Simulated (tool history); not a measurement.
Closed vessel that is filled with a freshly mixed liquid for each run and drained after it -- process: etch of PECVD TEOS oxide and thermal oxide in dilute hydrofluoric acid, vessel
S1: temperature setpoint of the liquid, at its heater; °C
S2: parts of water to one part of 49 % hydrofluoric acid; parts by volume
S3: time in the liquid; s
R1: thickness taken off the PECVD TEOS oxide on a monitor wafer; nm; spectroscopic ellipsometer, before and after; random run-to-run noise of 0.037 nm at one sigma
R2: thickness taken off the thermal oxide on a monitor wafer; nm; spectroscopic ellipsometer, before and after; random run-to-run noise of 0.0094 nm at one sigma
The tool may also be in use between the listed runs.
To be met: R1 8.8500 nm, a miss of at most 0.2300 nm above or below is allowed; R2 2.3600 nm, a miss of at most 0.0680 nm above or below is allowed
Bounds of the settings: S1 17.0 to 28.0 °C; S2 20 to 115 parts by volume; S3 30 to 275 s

run  hour    S1   S2   S3       R1      R2
  1   0.0  20.0   65  140  33.1630  8.9398
  2   5.5  19.0   80  125  22.8110  6.1012
  3  13.5  18.5   90  110  17.3190  4.6252
  4  22.7  18.0   95  100  14.5220  3.8489
  5  30.2  17.5  100   95  12.8130  3.3786
  6  37.9  19.5  100   95  13.8840  3.6787
  7  46.0  19.0  105   90  12.1500  3.2125
  8  48.6  18.5  110   85  10.7250  2.8513
  9  51.0  18.0  110   85  10.4600  2.7831
 10  51.9  17.5  110   85  10.2570  2.7523
 11  53.8  17.5  110   80   9.6332  2.5698
 12  56.3  17.0  110   80   9.4867  2.5298

Which one of the following 4 next-run settings gets every result inside its allowed miss? There is exactly one.
  A  58.8  19.5  100  65   ?   ?
  B  58.8  18.0  115  80   ?   ?
  C  58.8  17.0   95  60   ?   ?
  D  58.8  21.5  115  65   ?   ?

move      R1      R2
   A  9.5202  2.5157
   B  9.4235  2.4901
   C  8.3778  2.2138
   D  8.8311  2.3336
A: moves away from the targets compared with the last run
B: closer than the last run, but not yet in spec
C: takes the result that was furthest off past its target
D: each result inside its tolerance
Correct choice: D, which meets every target
